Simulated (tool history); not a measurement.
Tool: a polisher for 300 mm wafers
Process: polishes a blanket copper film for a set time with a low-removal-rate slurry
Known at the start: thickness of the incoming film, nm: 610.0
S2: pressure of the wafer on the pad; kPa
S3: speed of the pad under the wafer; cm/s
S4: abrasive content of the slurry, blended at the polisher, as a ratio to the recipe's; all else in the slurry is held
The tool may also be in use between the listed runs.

{"run": 1, "hour": 0.0, "flow of slurry (ml/min)": 125, "S2": 14.5, "S3": 130, "S4": 1.0, "polishing time (s)": 49, "film removed (angstrom)": 1059.3}
{"run": 2, "hour": 3.0, "flow of slurry (ml/min)": 125, "S2": 14.5, "S3": 130, "S4": 0.9, "polishing time (s)": 49, "film removed (angstrom)": 1021.5}
{"run": 3, "hour": 7.1, "flow of slurry (ml/min)": 125, "S2": 15.9, "S3": 130, "S4": 0.9, "polishing time (s)": 49, "film removed (angstrom)": 1108.1}
{"run": 4, "hour": 8.0, "flow of slurry (ml/min)": 125, "S2": 17.9, "S3": 130, "S4": 0.9, "polishing time (s)": 49, "film removed (angstrom)": 1269.7}
{"run": 5, "hour": 15.5, "flow of slurry (ml/min)": 125, "S2": 17.9, "S3": 130, "S4": 0.9, "polishing time (s)": 49, "film removed (angstrom)": 1267.5}
{"run": 6, "hour": 22.5, "flow of slurry (ml/min)": 125, "S2": 20.0, "S3": 130, "S4": 0.9, "polishing time (s)": 49, "film removed (angstrom)": 1400.5}
{"run": 7, "hour": 31.3, "flow of slurry (ml/min)": 125, "S2": 20.0, "S3": 130, "S4": 0.9, "polishing time (s)": 49, "film removed (angstrom)": 1411.4}
{"hour": 33.0, "done": "head pressure recalibrated"}
{"run": 8, "hour": 33.0, "flow of slurry (ml/min)": 115, "S2": 16.5, "S3": 124, "S4": 0.9, "polishing time (s)": 49, "film removed (angstrom)": 1175.7}
{"run": 9, "hour": 39.5, "flow of slurry (ml/min)": 135, "S2": 13.8, "S3": 122, "S4": 0.9, "polishing time (s)": 49, "film removed (angstrom)": 994.27}

The next listed run, before its measurement:
{"run": 10, "hour": 41.5, "flow of slurry (ml/min)": 125, "S2": 11.7, "S3": 110, "S4": 0.9, "polishing time (s)": 49, "film removed (angstrom)": "?"}

Run 10 gave film removed (angstrom) 769.56.
